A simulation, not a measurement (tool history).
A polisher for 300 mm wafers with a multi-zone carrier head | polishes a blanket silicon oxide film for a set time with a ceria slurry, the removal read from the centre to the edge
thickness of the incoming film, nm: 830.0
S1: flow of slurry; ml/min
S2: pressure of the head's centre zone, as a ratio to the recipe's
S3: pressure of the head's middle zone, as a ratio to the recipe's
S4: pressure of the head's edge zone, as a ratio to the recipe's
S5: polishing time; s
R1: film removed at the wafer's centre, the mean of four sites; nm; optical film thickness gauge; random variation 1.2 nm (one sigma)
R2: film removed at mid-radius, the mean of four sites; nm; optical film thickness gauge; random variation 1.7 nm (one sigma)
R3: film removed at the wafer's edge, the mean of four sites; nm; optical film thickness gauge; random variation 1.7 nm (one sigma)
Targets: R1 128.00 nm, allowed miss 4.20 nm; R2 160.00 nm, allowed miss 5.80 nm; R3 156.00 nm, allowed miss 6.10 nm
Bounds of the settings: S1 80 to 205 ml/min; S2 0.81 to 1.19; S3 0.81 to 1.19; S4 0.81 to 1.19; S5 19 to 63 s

Run 1, hour 0.0: S1 135 ml/min, S2 1.00, S3 1.00, S4 1.00, S5 41 s. Result: R1 119.20 nm, R2 115.56 nm, R3 116.64 nm.
Run 2, hour 2.6: S1 145 ml/min, S2 0.95, S3 1.04, S4 1.05, S5 43 s. Result: R1 119.33 nm, R2 126.74 nm, R3 128.75 nm.
Run 3, hour 8.3: S1 145 ml/min, S2 0.95, S3 1.04, S4 1.05, S5 52 s. Result: R1 142.41 nm, R2 153.47 nm, R3 155.15 nm.
Run 4, hour 10.1: S1 120 ml/min, S2 0.95, S3 1.04, S4 1.05, S5 52 s. Result: R1 137.55 nm, R2 149.32 nm, R3 148.23 nm.
Run 5, hour 14.7: S1 120 ml/min, S2 0.95, S3 1.04, S4 1.05, S5 46 s. Result: R1 123.81 nm, R2 130.29 nm, R3 130.87 nm.
Run 6, hour 22.2: S1 140 ml/min, S2 0.93, S3 1.08, S4 1.08, S5 46 s. Result: R1 125.21 nm, R2 139.86 nm, R3 137.27 nm.
Run 7, hour 30.1: S1 155 ml/min, S2 0.91, S3 1.10, S4 1.10, S5 46 s. Result: R1 125.34 nm, R2 142.14 nm, R3 138.00 nm.
Run 8, hour 31.5: S1 160 ml/min, S2 0.88, S3 1.11, S4 1.12, S5 47 s. Result: R1 123.07 nm, R2 147.37 nm, R3 143.68 nm.
Run 9, hour 35.0: S1 170 ml/min, S2 0.87, S3 1.12, S4 1.14, S5 47 s. Result: R1 123.94 nm, R2 151.85 nm, R3 146.52 nm.
Run 10, hour 41.8: S1 175 ml/min, S2 0.87, S3 1.12, S4 1.16, S5 47 s. Result: R1 123.38 nm, R2 150.14 nm, R3 149.15 nm.

Which of these 5 next moves meets every target?
Run A, hour 48.6: S1 175 ml/min, S2 0.91, S3 1.15, S4 1.13, S5 46 s. Result: R1 ?, R2 ?, R3 ?.
Run B, hour 48.6: S1 155 ml/min, S2 0.81, S3 0.94, S4 1.19, S5 54 s. Result: R1 ?, R2 ?, R3 ?.
Run C, hour 48.6: S1 170 ml/min, S2 0.81, S3 1.11, S4 1.18, S5 50 s. Result: R1 ?, R2 ?, R3 ?.
Run D, hour 48.6: S1 140 ml/min, S2 0.84, S3 1.09, S4 1.11, S5 52 s. Result: R1 ?, R2 ?, R3 ?.
Run E, hour 48.6: S1 200 ml/min, S2 0.83, S3 1.05, S4 1.19, S5 48 s. Result: R1 ?, R2 ?, R3 ?.

move      R1      R2      R3
   A  125.68  151.41  143.00
   B  128.34  148.92  169.80
   C  120.86  159.36  157.93
   D  125.97  158.41  156.57
   E  121.95  149.75  154.85
A: further off than the last run
B: further off than the last run
C: brings the result that was furthest off to its target, and leaves another outside
D: meets every target
E: as far off as the last run
The right move is D.

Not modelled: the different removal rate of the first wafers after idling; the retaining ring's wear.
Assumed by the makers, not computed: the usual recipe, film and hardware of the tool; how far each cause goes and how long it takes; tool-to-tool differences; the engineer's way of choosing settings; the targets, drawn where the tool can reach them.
